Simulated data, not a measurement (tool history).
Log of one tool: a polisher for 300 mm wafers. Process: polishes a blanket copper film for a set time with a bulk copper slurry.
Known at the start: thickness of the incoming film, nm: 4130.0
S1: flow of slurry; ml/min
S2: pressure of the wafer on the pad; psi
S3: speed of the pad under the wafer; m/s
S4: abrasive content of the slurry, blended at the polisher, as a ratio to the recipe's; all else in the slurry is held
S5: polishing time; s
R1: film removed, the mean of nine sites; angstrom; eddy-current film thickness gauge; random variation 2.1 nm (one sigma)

{"run": 1, "hour": 0.0, "S1": 285, "S2": 1.9, "S3": 0.98, "S4": 1, "S5": 52, "R1": 3654.4}
{"run": 2, "hour": 3.7, "S1": 285, "S2": 1.7, "S3": 0.98, "S4": 1, "S5": 52, "R1": 3359.2}
{"run": 3, "hour": 11.8, "S1": 285, "S2": 1.7, "S3": 1.18, "S4": 1, "S5": 52, "R1": 3800.7}
{"run": 4, "hour": 20.3, "S1": 285, "S2": 1.4, "S3": 1.18, "S4": 1, "S5": 52, "R1": 3172.9}
{"run": 5, "hour": 24.5, "S1": 285, "S2": 1.9, "S3": 1.18, "S4": 1, "S5": 52, "R1": 4267}
{"run": 6, "hour": 29.9, "S1": 285, "S2": 1.6, "S3": 1.18, "S4": 1, "S5": 52, "R1": 3650.9}
{"run": 7, "hour": 31.9, "S1": 285, "S2": 1.4, "S3": 1.18, "S4": 1, "S5": 52, "R1": 3188.2}
{"run": 8, "hour": 39.7, "S1": 280, "S2": 1, "S3": 1.18, "S4": 1, "S5": 52, "R1": 2326.4}

Run 9 comes next. What will it give?
{"run": 9, "hour": 41.0, "S1": 295, "S2": 1, "S3": 1.18, "S4": 1, "S5": 52, "R1": "?"}

Run 9 gave R1 2355.7 angstrom.
